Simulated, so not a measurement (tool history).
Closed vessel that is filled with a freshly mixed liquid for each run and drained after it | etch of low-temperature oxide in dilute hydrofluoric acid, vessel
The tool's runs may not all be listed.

run  hour  temperature setpoint of the liquid (K)  parts of water to one part of 49 % hydrofluoric acid (parts by volume)  time in the liquid (s)  thickness taken off the low-temperature oxide on a monitor wafer (angstrom)
  1     0                                  296.15                                                                     235                    1265                                                                        843.5
  2   8.6                                  292.65                                                                     235                    1265                                                                       742.56
  3  14.9                                  292.65                                                                     185                    1265                                                                       994.89
  4  22.3                                  292.65                                                                     125                    1265                                                                       1565.1
  5  30.2                                  295.65                                                                     125                    1265                                                                       1764.5
  6  32.6                                  294.65                                                                     165                    1265                                                                         1224

The next listed run, before its measurement:
  7  37.1                                  290.65                                                                     260                    1265                                                                            ?

{"run 7": {"thickness taken off the low-temperature oxide on a monitor wafer (angstrom)": 603.43}}
